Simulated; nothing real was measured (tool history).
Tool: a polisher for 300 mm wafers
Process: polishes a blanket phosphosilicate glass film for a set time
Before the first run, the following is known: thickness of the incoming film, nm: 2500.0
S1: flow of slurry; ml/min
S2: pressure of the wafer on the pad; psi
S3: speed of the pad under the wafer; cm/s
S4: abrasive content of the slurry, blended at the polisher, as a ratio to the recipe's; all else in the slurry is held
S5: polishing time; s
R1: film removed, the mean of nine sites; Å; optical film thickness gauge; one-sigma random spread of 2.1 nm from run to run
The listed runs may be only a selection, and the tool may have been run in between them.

Run 1, hour 0.0: S1 190 ml/min, S2 3.1 psi, S3 102 cm/s, S4 1.0, S5 54 s. Result: R1 3967.4 Å.
Run 2, hour 2.3: S1 190 ml/min, S2 3.1 psi, S3 82 cm/s, S4 1.0, S5 54 s. Result: R1 3311.6 Å.
Run 3, hour 3.6: S1 190 ml/min, S2 3.1 psi, S3 82 cm/s, S4 1.0, S5 57 s. Result: R1 3469.0 Å.
Run 4, hour 7.0: S1 190 ml/min, S2 3.7 psi, S3 82 cm/s, S4 1.0, S5 57 s. Result: R1 4150.4 Å.
Run 5, hour 14.7: S1 190 ml/min, S2 2.9 psi, S3 82 cm/s, S4 1.0, S5 57 s. Result: R1 3261.0 Å.
Run 6, hour 22.0: S1 185 ml/min, S2 2.8 psi, S3 82 cm/s, S4 1.0, S5 57 s. Result: R1 3160.0 Å.
Run 7, hour 26.4: S1 180 ml/min, S2 2.7 psi, S3 82 cm/s, S4 1.0, S5 57 s. Result: R1 3100.9 Å.
Run 8, hour 29.0: S1 180 ml/min, S2 2.7 psi, S3 82 cm/s, S4 1.0, S5 57 s. Result: R1 3006.7 Å.

Run 9 is up next; what results do you expect?
Run 9, hour 33.2: S1 170 ml/min, S2 2.6 psi, S3 82 cm/s, S4 1.0, S5 57 s. Result: R1 ?.

Run 9 came out at R1 2958.9 Å.
